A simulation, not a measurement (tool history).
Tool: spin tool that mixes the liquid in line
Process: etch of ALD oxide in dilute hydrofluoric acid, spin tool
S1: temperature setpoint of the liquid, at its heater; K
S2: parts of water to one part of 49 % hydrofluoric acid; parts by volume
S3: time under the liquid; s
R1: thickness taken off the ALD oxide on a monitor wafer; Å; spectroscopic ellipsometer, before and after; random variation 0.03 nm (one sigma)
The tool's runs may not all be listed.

{"run": 1, "hour": 0.0, "S1": 294.15, "S2": 275, "S3": 275, "R1": 84.088}
{"run": 2, "hour": 6.6, "S1": 293.15, "S2": 295, "S3": 275, "R1": 75.675}
{"run": 3, "hour": 14.6, "S1": 293.15, "S2": 345, "S3": 275, "R1": 60.798}
{"run": 4, "hour": 21.8, "S1": 293.15, "S2": 310, "S3": 275, "R1": 70.9}
{"run": 5, "hour": 25.3, "S1": 292.65, "S2": 325, "S3": 275, "R1": 65.295}
{"run": 6, "hour": 29.6, "S1": 292.15, "S2": 335, "S3": 275, "R1": 61.163}
{"run": 7, "hour": 33.3, "S1": 291.65, "S2": 340, "S3": 275, "R1": 59.388}

The next listed run, before its measurement:
{"run": 8, "hour": 37.8, "S1": 291.15, "S2": 345, "S3": 275, "R1": "?"}

R1: 57.254 Å
